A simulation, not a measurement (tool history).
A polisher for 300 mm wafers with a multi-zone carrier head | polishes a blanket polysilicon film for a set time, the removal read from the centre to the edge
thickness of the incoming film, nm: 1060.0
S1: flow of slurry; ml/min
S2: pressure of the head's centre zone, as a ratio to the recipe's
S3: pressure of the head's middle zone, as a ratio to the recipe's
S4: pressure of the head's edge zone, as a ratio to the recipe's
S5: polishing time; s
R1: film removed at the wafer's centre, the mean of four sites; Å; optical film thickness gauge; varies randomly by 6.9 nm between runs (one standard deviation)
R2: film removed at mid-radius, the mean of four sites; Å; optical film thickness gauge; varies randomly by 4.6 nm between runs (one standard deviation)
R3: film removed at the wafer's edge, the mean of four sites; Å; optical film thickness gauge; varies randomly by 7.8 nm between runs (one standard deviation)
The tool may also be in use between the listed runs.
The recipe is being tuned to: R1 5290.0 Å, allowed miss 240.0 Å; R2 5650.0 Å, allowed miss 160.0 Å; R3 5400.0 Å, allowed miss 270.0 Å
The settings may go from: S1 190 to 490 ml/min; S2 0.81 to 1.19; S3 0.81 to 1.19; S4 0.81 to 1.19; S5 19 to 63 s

Run 1, hour 0.0: S1 315 ml/min, S2 1.00, S3 1.00, S4 1.00, S5 41 s. Result: R1 3865.7 Å, R2 4038.7 Å, R3 3927.1 Å.
Run 2, hour 1.3: S1 315 ml/min, S2 1.01, S3 1.02, S4 1.03, S5 43 s. Result: R1 4090.9 Å, R2 4355.9 Å, R3 4028.7 Å.
Run 3, hour 8.7: S1 315 ml/min, S2 0.94, S3 1.02, S4 1.03, S5 43 s. Result: R1 3829.3 Å, R2 4291.6 Å, R3 4213.4 Å.
Run 4, hour 13.4: S1 315 ml/min, S2 0.94, S3 1.02, S4 1.03, S5 47 s. Result: R1 4100.4 Å, R2 4775.4 Å, R3 4521.1 Å.
Run 5, hour 15.8: S1 325 ml/min, S2 0.96, S3 1.01, S4 1.05, S5 49 s. Result: R1 4499.1 Å, R2 4934.9 Å, R3 4728.8 Å.
Run 6, hour 18.8: S1 330 ml/min, S2 0.96, S3 1.01, S4 1.06, S5 50 s. Result: R1 4612.5 Å, R2 4993.7 Å, R3 4869.4 Å.
Run 7, hour 20.1: S1 340 ml/min, S2 0.96, S3 1.02, S4 1.07, S5 51 s. Result: R1 4764.1 Å, R2 5230.7 Å, R3 4980.7 Å.
Run 8, hour 21.2: S1 345 ml/min, S2 0.96, S3 1.02, S4 1.08, S5 52 s. Result: R1 4859.5 Å, R2 5230.8 Å, R3 5087.1 Å.
Run 9, hour 27.0: S1 345 ml/min, S2 0.96, S3 1.02, S4 1.08, S5 52 s. Result: R1 4935.2 Å, R2 5310.1 Å, R3 5094.2 Å.
Run 10, hour 35.7: S1 350 ml/min, S2 0.96, S3 1.02, S4 1.09, S5 52 s. Result: R1 4683.5 Å, R2 5268.2 Å, R3 4951.0 Å.
Run 11, hour 38.1: S1 345 ml/min, S2 0.96, S3 1.02, S4 1.07, S5 52 s. Result: R1 4766.8 Å, R2 5231.8 Å, R3 5035.8 Å.
Run 12, hour 46.0: S1 345 ml/min, S2 0.97, S3 1.02, S4 1.07, S5 53 s. Result: R1 4921.0 Å, R2 5446.3 Å, R3 5044.9 Å.
Run 13, hour 52.8: S1 345 ml/min, S2 0.97, S3 1.02, S4 1.08, S5 54 s. Result: R1 5077.9 Å, R2 5441.9 Å, R3 5301.0 Å.

Consider the 5 candidate settings below. Which is the only one whose results all fall within their allowed miss of target?
Run A, hour 59.6: S1 430 ml/min, S2 0.90, S3 1.08, S4 1.01, S5 56 s. Result: R1 ?, R2 ?, R3 ?.
Run B, hour 59.6: S1 415 ml/min, S2 1.07, S3 1.18, S4 1.04, S5 51 s. Result: R1 ?, R2 ?, R3 ?.
Run C, hour 59.6: S1 315 ml/min, S2 0.90, S3 0.84, S4 1.19, S5 61 s. Result: R1 ?, R2 ?, R3 ?.
Run D, hour 59.6: S1 390 ml/min, S2 1.00, S3 1.03, S4 1.09, S5 55 s. Result: R1 ?, R2 ?, R3 ?.
Run E, hour 59.6: S1 385 ml/min, S2 0.89, S3 1.08, S4 1.00, S5 56 s. Result: R1 ?, R2 ?, R3 ?.

move      R1      R2      R3
   A  4880.6  6104.5  5497.2
   B  5281.9  5979.8  5034.1
   C  5178.1  5267.6  6212.1
   D  5290.9  5717.9  5500.1
   E  4787.0  6060.2  5450.0
A: takes the biggest miss from the last run beyond its target
B: takes the biggest miss from the last run beyond its target
C: its largest miss is bigger than the last run's
D: in spec on every target
E: takes the biggest miss from the last run beyond its target
Move D is the one to make.
